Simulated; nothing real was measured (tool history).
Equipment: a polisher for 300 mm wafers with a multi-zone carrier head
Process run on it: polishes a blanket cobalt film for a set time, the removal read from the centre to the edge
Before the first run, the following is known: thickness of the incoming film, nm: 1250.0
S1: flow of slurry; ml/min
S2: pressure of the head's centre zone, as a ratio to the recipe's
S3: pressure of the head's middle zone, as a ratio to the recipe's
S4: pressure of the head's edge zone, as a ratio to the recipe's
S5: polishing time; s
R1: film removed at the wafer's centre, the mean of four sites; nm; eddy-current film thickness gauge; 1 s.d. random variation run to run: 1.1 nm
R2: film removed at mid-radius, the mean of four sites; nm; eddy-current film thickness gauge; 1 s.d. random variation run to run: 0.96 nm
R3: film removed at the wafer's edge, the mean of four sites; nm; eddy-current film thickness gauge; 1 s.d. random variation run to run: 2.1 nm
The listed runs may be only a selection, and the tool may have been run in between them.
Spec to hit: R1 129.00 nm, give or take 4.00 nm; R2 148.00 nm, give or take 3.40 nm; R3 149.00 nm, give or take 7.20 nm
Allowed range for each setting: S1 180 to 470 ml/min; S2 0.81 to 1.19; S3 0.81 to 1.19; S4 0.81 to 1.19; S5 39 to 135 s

run  hour   S1    S2    S3    S4  S5      R1      R2      R3
  1   0.0  300  1.00  1.00  1.00  87  219.43  223.18  231.40
  2   2.3  300  1.00  0.93  1.00  87  218.94  213.82  227.69
  3   8.3  295  0.97  0.92  0.97  82  197.22  198.54  214.64
  4  16.3  255  0.97  0.92  0.97  82  197.74  194.79  207.42
  5  19.6  250  0.95  0.92  0.95  78  181.88  184.99  199.37
  6  21.8  250  0.95  0.98  0.95  78  181.53  193.12  199.44
  7  30.5  240  0.94  0.98  0.93  75  172.61  183.45  188.10
  8  31.0  235  0.93  0.98  0.91  73  163.77  179.95  179.38
  9  36.5  230  0.92  0.97  0.90  71  160.62  173.19  174.24
 10  37.5  230  0.90  0.96  0.89  69  153.03  168.00  168.43
     39.7  -- edge zone pressure recalibrated
 11  39.7  230  0.90  0.96  0.89  69  154.69  168.61  161.88
 12  41.2  220  0.89  0.96  0.91  68  148.13  165.57  159.06
 13  43.2  215  0.88  0.95  0.89  67  144.93  161.12  155.28
 14  45.2  215  0.88  0.95  0.89  67  142.07  160.25  154.75
 15  49.1  210  0.87  0.94  0.91  67  141.25  157.05  152.38
 16  50.7  210  0.86  0.94  0.95  67  136.08  156.47  156.35
 17  53.7  205  0.86  0.93  0.95  67  140.43  155.75  160.38
 18  59.3  205  0.85  0.93  0.95  67  137.31  156.71  158.24
 19  63.2  205  0.84  0.92  0.95  67  135.27  154.68  158.25

Which of these 5 next moves meets every target?
  A  67.1  325  0.81  0.88  0.87  62   ?   ?   ?
  B  67.1  195  0.86  0.87  1.01  68   ?   ?   ?
  C  67.1  195  0.86  1.03  0.84  65   ?   ?   ?
  D  67.1  225  0.86  0.96  0.83  66   ?   ?   ?
  E  67.1  235  0.90  0.98  0.82  66   ?   ?   ?

move      R1      R2      R3
   A  128.16  147.10  148.12
   B  137.52  149.28  164.16
   C  131.59  163.54  145.27
   D  137.13  160.55  149.54
   E  143.95  164.26  149.51
A: all results in spec
B: puts the biggest miss on target and leaves a different result outside tolerance
C: lands further from the targets than the last run did
D: lands further from the targets than the last run did
E: lands further from the targets than the last run did
Go with A: it meets all targets.
